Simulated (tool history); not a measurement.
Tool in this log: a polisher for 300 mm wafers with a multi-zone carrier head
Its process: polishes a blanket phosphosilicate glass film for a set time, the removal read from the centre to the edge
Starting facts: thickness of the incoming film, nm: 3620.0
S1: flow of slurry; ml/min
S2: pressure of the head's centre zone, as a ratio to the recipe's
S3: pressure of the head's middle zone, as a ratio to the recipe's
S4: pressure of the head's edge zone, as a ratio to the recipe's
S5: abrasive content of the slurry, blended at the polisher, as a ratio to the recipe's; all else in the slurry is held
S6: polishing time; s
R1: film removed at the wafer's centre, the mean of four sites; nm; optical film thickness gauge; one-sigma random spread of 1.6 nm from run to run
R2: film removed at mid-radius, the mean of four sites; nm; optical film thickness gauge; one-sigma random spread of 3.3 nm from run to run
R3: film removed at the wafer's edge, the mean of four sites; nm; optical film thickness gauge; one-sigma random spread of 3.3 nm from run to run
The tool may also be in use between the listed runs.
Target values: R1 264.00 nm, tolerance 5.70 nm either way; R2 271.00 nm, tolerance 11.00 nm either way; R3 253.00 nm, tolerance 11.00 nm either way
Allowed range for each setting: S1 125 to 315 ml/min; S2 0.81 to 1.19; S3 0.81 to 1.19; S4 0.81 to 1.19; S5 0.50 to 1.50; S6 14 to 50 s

run	hour	S1	S2	S3	S4	S5	S6	R1	R2	R3
1	0.0	205	1.00	1.00	1.00	1.00	32	197.88	197.65	198.86
2	6.0	205	0.92	1.00	1.00	1.00	32	184.49	196.74	201.65
3	6.6	205	0.92	1.00	1.00	1.00	38	214.69	224.16	234.32
4	8.0	240	0.92	1.00	1.00	1.00	38	219.92	238.37	236.47
5	13.3	240	0.92	1.00	0.96	1.00	38	219.45	236.58	231.39
6	18.7	250	0.95	1.01	0.99	1.00	38	230.23	237.92	238.20
7	27.2	260	0.97	1.04	0.99	1.00	38	235.28	245.60	243.45
8	31.3	270	0.99	1.06	0.98	1.00	38	242.75	246.30	238.74
9	39.9	275	1.00	1.09	0.99	1.00	38	243.41	250.59	235.04
10	41.1	275	1.00	1.09	0.99	1.00	38	241.43	248.10	241.69

Consider the 4 candidate settings below. Which is the only one whose results all fall within their allowed miss of target?
A	42.3	310	1.03	1.09	0.99	1.10	38	?	?	?
B	42.3	250	0.99	1.00	1.19	0.95	37	?	?	?
C	42.3	300	1.05	1.12	0.83	1.10	38	?	?	?
D	42.3	235	1.00	0.95	1.19	0.85	39	?	?	?

move	R1	R2	R3
A	263.36	266.54	252.32
B	226.64	222.59	250.04
C	267.73	272.03	232.05
D	228.14	212.72	249.95
A: each result inside its tolerance
B: moves away from the targets compared with the last run
C: corrects the largest miss of the last run, while another result sits out of spec
D: moves away from the targets compared with the last run
A meets every target.

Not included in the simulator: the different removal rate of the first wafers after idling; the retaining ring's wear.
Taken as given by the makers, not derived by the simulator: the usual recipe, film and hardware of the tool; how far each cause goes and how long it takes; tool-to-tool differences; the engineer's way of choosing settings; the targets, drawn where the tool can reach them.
